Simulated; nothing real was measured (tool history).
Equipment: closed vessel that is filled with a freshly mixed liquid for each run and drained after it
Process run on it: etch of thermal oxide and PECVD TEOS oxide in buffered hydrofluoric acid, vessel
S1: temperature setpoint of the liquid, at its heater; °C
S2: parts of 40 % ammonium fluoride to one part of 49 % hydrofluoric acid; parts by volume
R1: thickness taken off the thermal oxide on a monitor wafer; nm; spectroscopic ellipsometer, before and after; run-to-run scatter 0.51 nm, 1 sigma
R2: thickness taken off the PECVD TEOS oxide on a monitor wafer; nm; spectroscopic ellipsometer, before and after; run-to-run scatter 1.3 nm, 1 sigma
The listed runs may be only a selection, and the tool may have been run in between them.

Run 1, day 0.000: S1 22.0 °C, S2 8.0 parts by volume, time in the liquid (s) 60. Result: R1 90.388 nm, R2 232.73 nm.
Run 2, day 0.242: S1 25.0 °C, S2 8.0 parts by volume, time in the liquid (s) 60. Result: R1 104.490 nm, R2 271.85 nm.
Run 3, day 0.450: S1 25.0 °C, S2 8.0 parts by volume, time in the liquid (s) 75. Result: R1 132.290 nm, R2 340.34 nm.
Run 4, day 0.554: S1 25.0 °C, S2 6.5 parts by volume, time in the liquid (s) 75. Result: R1 161.040 nm, R2 414.29 nm.
Run 5, day 0.888: S1 23.0 °C, S2 8.0 parts by volume, time in the liquid (s) 75. Result: R1 119.610 nm, R2 306.15 nm.
Run 6, day 1.225: S1 20.0 °C, S2 8.0 parts by volume, time in the liquid (s) 75. Result: R1 100.060 nm, R2 258.10 nm.
Run 7, day 1.379: S1 19.0 °C, S2 9.0 parts by volume, time in the liquid (s) 75. Result: R1 82.362 nm, R2 216.76 nm.
Run 8, day 1.504: S1 18.5 °C, S2 9.5 parts by volume, time in the liquid (s) 75. Result: R1 75.609 nm, R2 199.39 nm.
Run 9, day 1.721: S1 18.0 °C, S2 10.0 parts by volume, time in the liquid (s) 75. Result: R1 70.869 nm, R2 182.70 nm.
Run 10, day 1.854: S1 17.5 °C, S2 10.5 parts by volume, time in the liquid (s) 75. Result: R1 68.118 nm, R2 173.08 nm.

Expected results for the next run?
Run 11, day 2.171: S1 17.5 °C, S2 11.0 parts by volume, time in the liquid (s) 75. Result: R1 ?, R2 ?.

R1: 65.677 nm
R2: 168.17 nm

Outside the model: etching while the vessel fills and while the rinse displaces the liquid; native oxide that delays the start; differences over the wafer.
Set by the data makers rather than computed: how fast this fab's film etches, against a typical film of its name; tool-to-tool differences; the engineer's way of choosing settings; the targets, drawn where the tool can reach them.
